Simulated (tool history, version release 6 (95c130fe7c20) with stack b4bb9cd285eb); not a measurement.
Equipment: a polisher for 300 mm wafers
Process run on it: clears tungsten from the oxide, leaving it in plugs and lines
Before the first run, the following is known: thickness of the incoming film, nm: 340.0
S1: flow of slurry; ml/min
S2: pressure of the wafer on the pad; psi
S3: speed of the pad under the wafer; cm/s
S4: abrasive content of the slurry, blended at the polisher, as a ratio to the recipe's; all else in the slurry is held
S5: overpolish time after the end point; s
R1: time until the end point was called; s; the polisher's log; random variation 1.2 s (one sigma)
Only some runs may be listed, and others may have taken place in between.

{"run": 1, "hour": 0.0, "S1": 280, "S2": 4.4, "S3": 98, "S4": 1, "S5": 6, "R1": 59.911}
{"run": 2, "hour": 0.6, "S1": 280, "S2": 4.4, "S3": 118, "S4": 1, "S5": 6, "R1": 49.629}
{"run": 3, "hour": 9.6, "S1": 280, "S2": 4.4, "S3": 118, "S4": 0.9, "S5": 6, "R1": 50.513}
{"run": 4, "hour": 14.0, "S1": 220, "S2": 4.4, "S3": 118, "S4": 0.9, "S5": 6, "R1": 50.115}
{"run": 5, "hour": 15.7, "S1": 220, "S2": 3.7, "S3": 116, "S4": 0.9, "S5": 6, "R1": 60.891}
{"run": 6, "hour": 16.6, "S1": 220, "S2": 3.7, "S3": 116, "S4": 1.1, "S5": 6, "R1": 59.24}
{"run": 7, "hour": 19.9, "S1": 220, "S2": 3.2, "S3": 116, "S4": 1.1, "S5": 6, "R1": 64.913}
{"run": 8, "hour": 20.5, "S1": 220, "S2": 2.9, "S3": 114, "S4": 1.1, "S5": 6, "R1": 73.131}
{"run": 9, "hour": 25.1, "S1": 220, "S2": 2.7, "S3": 114, "S4": 1.1, "S5": 6, "R1": 77.723}

Forecast run 10:
{"run": 10, "hour": 26.5, "S1": 220, "S2": 2.5, "S3": 114, "S4": 1.1, "S5": 6, "R1": "?"}

R1: 81.519 s
